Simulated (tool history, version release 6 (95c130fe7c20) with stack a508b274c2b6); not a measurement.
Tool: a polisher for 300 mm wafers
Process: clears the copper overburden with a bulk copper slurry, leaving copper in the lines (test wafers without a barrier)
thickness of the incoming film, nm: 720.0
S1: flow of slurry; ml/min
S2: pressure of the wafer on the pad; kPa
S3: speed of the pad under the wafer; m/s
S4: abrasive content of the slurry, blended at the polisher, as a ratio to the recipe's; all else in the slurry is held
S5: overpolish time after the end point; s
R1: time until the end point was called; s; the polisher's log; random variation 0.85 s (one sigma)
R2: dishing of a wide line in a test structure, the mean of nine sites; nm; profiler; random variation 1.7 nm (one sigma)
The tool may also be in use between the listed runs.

| run | day | S1 | S2 | S3 | S4 | S5 | R1 | R2 |
|---|---|---|---|---|---|---|---|---|
| 1 | 0.000 | 250 | 13.8 | 1.04 | 1.0 | 30 | 127.15 | 83.386 |
| 2 | 0.338 | 250 | 14.5 | 1.04 | 1.0 | 32 | 120.70 | 90.813 |
| 3 | 0.608 | 250 | 14.5 | 1.04 | 1.0 | 39 | 120.91 | 100.520 |
| 4 | 0.675 | 250 | 14.5 | 1.04 | 0.8 | 39 | 124.77 | 99.514 |
| 5 | 0.825 | 250 | 14.5 | 0.80 | 0.8 | 39 | 160.16 | 84.853 |
| 6 | 1.100 | 255 | 15.9 | 0.80 | 0.8 | 39 | 147.94 | 94.078 |
| 7 | 1.354 | 255 | 17.2 | 0.82 | 0.8 | 38 | 133.09 | 99.709 |

Forecast run 8:
| 8 | 1.604 | 255 | 17.9 | 0.84 | 0.8 | 38 | ? | ? |

Run 8 gave R1 124.68 s, R2 102.100 nm.
